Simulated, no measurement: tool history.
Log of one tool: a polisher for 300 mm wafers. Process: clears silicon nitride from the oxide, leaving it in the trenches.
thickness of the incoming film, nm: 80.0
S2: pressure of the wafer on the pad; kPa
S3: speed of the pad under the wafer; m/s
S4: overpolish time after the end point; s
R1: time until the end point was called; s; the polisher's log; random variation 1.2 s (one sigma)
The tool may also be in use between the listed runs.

{"run": 1, "hour": 0.0, "flow of slurry (ml/min)": 170, "S2": 11.7, "S3": 1.02, "S4": 43, "R1": 122.77}
{"run": 2, "hour": 7.3, "flow of slurry (ml/min)": 170, "S2": 11.7, "S3": 0.82, "S4": 43, "R1": 152.36}
{"run": 3, "hour": 8.0, "flow of slurry (ml/min)": 170, "S2": 11.7, "S3": 0.82, "S4": 46, "R1": 154.19}
{"run": 4, "hour": 15.7, "flow of slurry (ml/min)": 150, "S2": 11.7, "S3": 0.82, "S4": 46, "R1": 157.43}
{"run": 5, "hour": 24.5, "flow of slurry (ml/min)": 150, "S2": 9, "S3": 0.82, "S4": 46, "R1": 197.69}
{"run": 6, "hour": 25.4, "flow of slurry (ml/min)": 155, "S2": 11, "S3": 0.82, "S4": 46, "R1": 160.2}
{"run": 7, "hour": 30.9, "flow of slurry (ml/min)": 155, "S2": 12.4, "S3": 0.82, "S4": 46, "R1": 145.7}
{"run": 8, "hour": 35.2, "flow of slurry (ml/min)": 165, "S2": 15.9, "S3": 0.86, "S4": 46, "R1": 108.89}

Run 9 comes next. What will it give?
{"run": 9, "hour": 39.5, "flow of slurry (ml/min)": 165, "S2": 15.9, "S3": 0.86, "S4": 46, "R1": "?"}

R1: 108.1 s
